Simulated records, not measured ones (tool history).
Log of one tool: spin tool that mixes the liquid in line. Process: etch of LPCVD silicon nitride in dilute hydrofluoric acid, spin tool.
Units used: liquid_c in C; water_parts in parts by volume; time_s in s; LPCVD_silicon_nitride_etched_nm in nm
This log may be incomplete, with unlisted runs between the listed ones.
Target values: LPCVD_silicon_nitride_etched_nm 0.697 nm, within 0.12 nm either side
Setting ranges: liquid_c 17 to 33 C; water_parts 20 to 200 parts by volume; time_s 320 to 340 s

run,day,liquid_c,water_parts,time_s,LPCVD_silicon_nitride_etched_nm
1,0,25,110,320,1.2621
2,0.233,25,85,320,1.9234
3,0.421,24,100,320,1.4306
4,0.662,24,100,340,1.6412
# day 0.925: hydrofluoric acid flow meter replaced
5,0.925,24,120,340,1.1888
6,1.221,22.5,120,340,1.1316
7,1.488,22.5,130,335,0.96762
8,1.667,22.5,135,335,0.92755
9,1.921,22.5,140,335,0.96541
10,2.221,22,145,330,0.83626

Exercise: of the 4 proposed moves below, exactly one satisfies all targets within the stated allowed misses. Which move is it?
A,2.521,21,150,320,?
B,2.521,21,135,340,?
C,2.521,23,125,340,?
D,2.521,18.5,105,340,?

move,LPCVD_silicon_nitride_etched_nm
A,0.71564
B,0.84289
C,1.0377
D,0.90918
A: all results land within tolerance of their targets
B: no better and no worse than the last run
C: lands further from the targets than the last run did
D: lands further from the targets than the last run did
The move that meets every target is A.
